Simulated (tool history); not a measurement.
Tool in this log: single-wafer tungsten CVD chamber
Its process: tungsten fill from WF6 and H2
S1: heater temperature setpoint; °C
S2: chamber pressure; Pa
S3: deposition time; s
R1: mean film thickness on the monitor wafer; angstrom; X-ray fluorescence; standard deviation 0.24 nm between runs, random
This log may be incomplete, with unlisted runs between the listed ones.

run	hour	S1	S2	S3	R1
1	0	385	6186	26.8	761.25
2	4.1	376	6186	26.8	620.31
3	12.3	376	6586	26.8	634.41
4	15.5	382	6653	26.8	732.02
5	18.1	382	7306	26.8	757.94
6	25.7	386	7346	26.8	830.6
7	27.3	389	7386	26.8	889.77

For run 8, what comes out?
8	33	389	7386	26.8	?

{"run 8": {"R1": 890.41}}

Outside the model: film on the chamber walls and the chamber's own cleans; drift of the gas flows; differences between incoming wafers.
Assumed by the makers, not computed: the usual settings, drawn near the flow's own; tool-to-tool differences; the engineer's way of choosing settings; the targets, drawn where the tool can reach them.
